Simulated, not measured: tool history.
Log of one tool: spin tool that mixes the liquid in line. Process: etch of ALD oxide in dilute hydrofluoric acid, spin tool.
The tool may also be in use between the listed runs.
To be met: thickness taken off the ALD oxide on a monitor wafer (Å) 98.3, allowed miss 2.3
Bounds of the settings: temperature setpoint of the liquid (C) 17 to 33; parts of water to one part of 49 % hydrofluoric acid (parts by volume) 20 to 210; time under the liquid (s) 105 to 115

run,day,temperature setpoint of the liquid (C),parts of water to one part of 49 % hydrofluoric acid (parts by volume),time under the liquid (s),thickness taken off the ALD oxide on a monitor wafer (Å)
1,0,25,115,105,185.31
2,0.2,24,120,105,170.27
3,0.538,24,155,105,126.16
4,0.571,23,155,105,121.95
5,0.654,22,155,105,116.46
6,1.008,21.5,155,105,114.9
7,1.288,21.5,155,105,115.45
8,1.333,21.5,155,105,114.14
9,1.588,21,155,105,113.99
10,1.879,20.5,155,105,110.76
11,2.125,20,155,105,107.98

Which of these 4 next moves meets every target?
A,2.371,19,140,105,?
B,2.371,19,170,110,?
C,2.371,18.5,140,105,?
D,2.371,19.5,140,110,?

move,thickness taken off the ALD oxide on a monitor wafer (Å)
A,117.85
B,98.639
C,115.49
D,125.98
A: further off than the last run
B: meets every target
C: further off than the last run
D: further off than the last run
Answer: B
